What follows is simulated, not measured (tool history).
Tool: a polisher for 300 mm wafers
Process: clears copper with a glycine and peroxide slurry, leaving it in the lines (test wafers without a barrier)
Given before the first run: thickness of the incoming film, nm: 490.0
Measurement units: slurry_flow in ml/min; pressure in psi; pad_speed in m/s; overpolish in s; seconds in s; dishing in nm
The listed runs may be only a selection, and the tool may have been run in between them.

| run | hour | slurry_flow | pressure | pad_speed | overpolish | seconds | dishing |
|---|---|---|---|---|---|---|---|
| 1 | 0 | 225 | 2 | 1.22 | 17 | 113.25 | 45.277 |
| 2 | 5.5 | 225 | 2.4 | 1.22 | 17 | 103.86 | 48.896 |
| 3 | 8 | 225 | 2.2 | 1.2 | 16 | 111.57 | 44.632 |
| 4 | 15.8 | 225 | 2.2 | 0.96 | 16 | 122.56 | 41.47 |
| 5 | 21.5 | 225 | 2.1 | 0.96 | 15 | 123.68 | 38.951 |
| 6 | 23 | 225 | 2 | 0.96 | 14 | 128.97 | 35.147 |

Predict the results of run 7:
| 7 | 28.1 | 225 | 2 | 0.96 | 13 | ? | ? |

Run 7 measured seconds 125.02 s, dishing 33.762 nm.

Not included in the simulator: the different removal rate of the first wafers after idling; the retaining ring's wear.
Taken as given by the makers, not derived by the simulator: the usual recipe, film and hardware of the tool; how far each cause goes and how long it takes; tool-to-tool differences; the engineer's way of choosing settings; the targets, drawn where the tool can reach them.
